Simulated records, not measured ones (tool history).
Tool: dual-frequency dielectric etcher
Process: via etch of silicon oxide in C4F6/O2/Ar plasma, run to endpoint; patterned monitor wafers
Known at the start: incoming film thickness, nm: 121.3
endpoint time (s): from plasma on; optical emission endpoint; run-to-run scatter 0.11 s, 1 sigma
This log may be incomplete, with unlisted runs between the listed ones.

run	hour	bias power (kW)	source power (kW)	Ar flow (sccm)	endpoint time (s)
1	0.0	0.569	0.340	362	26.170
2	5.1	0.467	0.340	362	27.592
3	8.4	0.516	0.350	360	26.681
4	9.4	0.516	0.330	360	27.009
5	14.6	0.516	0.330	325	26.887
6	20.8	0.450	0.330	325	27.810
7	27.5	0.502	0.340	323	26.492
8	33.5	0.542	0.340	322	26.056
9	36.9	0.578	0.340	321	25.456
10	40.9	0.607	0.340	320	25.257

Forecast run 11:
11	42.4	0.634	0.340	319	?

{"run 11": {"endpoint time (s)": 24.46}}
